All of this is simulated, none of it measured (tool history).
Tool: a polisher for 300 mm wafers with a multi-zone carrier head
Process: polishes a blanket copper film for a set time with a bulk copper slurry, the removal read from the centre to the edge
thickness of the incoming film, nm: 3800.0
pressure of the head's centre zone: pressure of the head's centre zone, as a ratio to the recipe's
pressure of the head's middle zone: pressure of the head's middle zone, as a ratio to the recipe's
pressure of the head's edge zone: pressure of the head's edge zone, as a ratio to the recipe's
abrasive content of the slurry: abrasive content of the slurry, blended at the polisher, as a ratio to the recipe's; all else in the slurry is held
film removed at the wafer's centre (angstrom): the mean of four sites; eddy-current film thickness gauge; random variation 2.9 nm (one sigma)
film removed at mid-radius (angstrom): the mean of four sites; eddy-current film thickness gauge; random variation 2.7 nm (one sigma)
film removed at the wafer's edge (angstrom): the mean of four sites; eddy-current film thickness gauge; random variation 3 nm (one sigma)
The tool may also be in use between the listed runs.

| run | day | flow of slurry (ml/min) | pressure of the head's centre zone | pressure of the head's middle zone | pressure of the head's edge zone | abrasive content of the slurry | polishing time (s) | film removed at the wafer's centre (angstrom) | film removed at mid-radius (angstrom) | film removed at the wafer's edge (angstrom) |
|---|---|---|---|---|---|---|---|---|---|---|
| 1 | 0.000 | 260 | 1.00 | 1.00 | 1.00 | 1.00 | 52 | 3332.5 | 3321.8 | 3257.3 |
| 2 | 0.058 | 260 | 1.00 | 1.00 | 1.00 | 1.00 | 57 | 3673.2 | 3680.6 | 3622.7 |
| 3 | 0.196 | 260 | 0.99 | 0.98 | 0.98 | 0.90 | 56 | 3493.3 | 3478.1 | 3367.9 |
| 4 | 0.458 | 255 | 0.98 | 0.95 | 0.97 | 0.85 | 56 | 3469.4 | 3362.8 | 3316.5 |
| 5 | 0.667 | 250 | 0.96 | 0.92 | 0.96 | 0.80 | 55 | 3263.0 | 3171.4 | 3242.5 |
| 6 | 0.933 | 250 | 0.95 | 0.90 | 0.94 | 0.75 | 55 | 3271.1 | 3106.3 | 3221.8 |
| 7 | 0.983 | 245 | 0.95 | 0.89 | 0.93 | 0.70 | 54 | 3073.2 | 3001.6 | 3073.5 |
| 8 | 1.183 | 240 | 0.96 | 0.88 | 0.92 | 0.65 | 54 | 3148.2 | 2969.2 | 3023.6 |
| 9 | 1.412 | 235 | 0.95 | 0.87 | 0.91 | 0.60 | 54 | 2991.9 | 2881.8 | 2998.4 |
| 10 | 1.696 | 230 | 0.95 | 0.86 | 0.90 | 0.60 | 54 | 2992.3 | 2834.4 | 2991.1 |
| 11 | 1.938 | 230 | 0.96 | 0.86 | 0.89 | 0.60 | 54 | 3015.9 | 2864.1 | 2911.5 |
| 12 | 2.192 | 225 | 0.96 | 0.85 | 0.88 | 0.60 | 54 | 3032.7 | 2813.8 | 2877.8 |
| 13 | 2.496 | 220 | 0.96 | 0.85 | 0.88 | 0.60 | 54 | 2980.6 | 2883.1 | 2910.1 |
| 14 | 2.675 | 220 | 0.96 | 0.84 | 0.88 | 0.60 | 54 | 2992.0 | 2822.5 | 2847.3 |
| 15 | 2.900 | 215 | 0.96 | 0.83 | 0.88 | 0.60 | 54 | 2984.8 | 2717.4 | 2858.8 |

The next listed run, before its measurement:
| 16 | 2.971 | 210 | 0.96 | 0.83 | 0.88 | 0.60 | 54 | ? | ? | ? |

{"run 16": {"film removed at the wafer's centre (angstrom)": 3003.8, "film removed at mid-radius (angstrom)": 2720.3, "film removed at the wafer's edge (angstrom)": 2922.5}}
